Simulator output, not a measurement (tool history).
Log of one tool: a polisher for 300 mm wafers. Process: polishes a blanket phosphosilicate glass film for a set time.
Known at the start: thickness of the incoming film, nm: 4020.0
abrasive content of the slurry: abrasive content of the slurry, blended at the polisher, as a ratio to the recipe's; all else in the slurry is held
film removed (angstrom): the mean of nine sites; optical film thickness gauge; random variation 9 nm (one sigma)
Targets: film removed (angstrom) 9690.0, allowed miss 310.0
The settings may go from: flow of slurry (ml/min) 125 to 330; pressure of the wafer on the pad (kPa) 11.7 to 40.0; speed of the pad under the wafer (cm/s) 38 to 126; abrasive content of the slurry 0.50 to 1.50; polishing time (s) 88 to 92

run	hour	flow of slurry (ml/min)	pressure of the wafer on the pad (kPa)	speed of the pad under the wafer (cm/s)	abrasive content of the slurry	polishing time (s)	film removed (angstrom)
1	0.0	210	25.5	82	1.00	88	6303.5
2	3.9	210	25.5	82	1.00	88	6357.5
3	6.4	215	29.0	82	1.00	88	7093.2
4	10.2	215	31.0	82	1.00	88	7568.2
5	11.7	215	33.1	82	1.00	88	8117.3
6	15.5	220	34.5	82	1.00	88	8453.9
7	18.7	220	34.5	82	1.00	88	8418.5
8	27.1	220	35.9	82	1.00	88	8913.5
9	28.0	220	36.5	82	1.00	88	8932.4
10	33.3	220	37.2	82	1.00	88	9047.9
11	36.4	225	37.9	82	1.00	88	9371.3

Which of these 5 next moves meets every target?
A	39.5	260	39.3	74	1.15	91	?
B	39.5	290	38.6	70	1.00	92	?
C	39.5	230	38.6	70	1.25	88	?
D	39.5	240	29.6	94	1.15	90	?
E	39.5	225	35.9	80	1.00	90	?

move	film removed (angstrom)
A	9685.2
B	8907.3
C	8906.7
D	8725.9
E	8764.3
A: meets every target
B: further off than the last run
C: further off than the last run
D: further off than the last run
E: further off than the last run
Answer: A

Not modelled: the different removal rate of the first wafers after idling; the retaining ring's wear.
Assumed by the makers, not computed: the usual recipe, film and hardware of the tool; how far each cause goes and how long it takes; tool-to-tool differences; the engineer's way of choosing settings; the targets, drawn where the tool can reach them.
